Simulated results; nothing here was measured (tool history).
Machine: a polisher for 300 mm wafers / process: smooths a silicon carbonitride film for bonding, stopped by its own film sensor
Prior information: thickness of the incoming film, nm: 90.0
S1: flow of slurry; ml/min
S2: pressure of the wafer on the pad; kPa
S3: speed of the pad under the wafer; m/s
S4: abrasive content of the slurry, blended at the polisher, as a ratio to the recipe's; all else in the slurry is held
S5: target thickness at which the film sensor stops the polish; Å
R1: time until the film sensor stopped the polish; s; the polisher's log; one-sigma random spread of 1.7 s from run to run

run	hour	S1	S2	S3	S4	S5	R1
1	0	275	12.4	0.82	1	710	87.775
2	4.8	275	12.4	0.72	1	710	93.92
3	7.6	275	12.4	0.88	1	710	86.194
4	13.4	275	11	0.86	1	710	97.172
5	14.7	275	11	0.76	1	710	102.2
6	18	330	11	0.76	1	710	100.09
7	20.6	330	9.7	0.76	1	710	113.39

Forecast run 8:
8	27.5	330	9.7	0.76	1	710	?

For run 8 the tool returned R1 113.6 s.
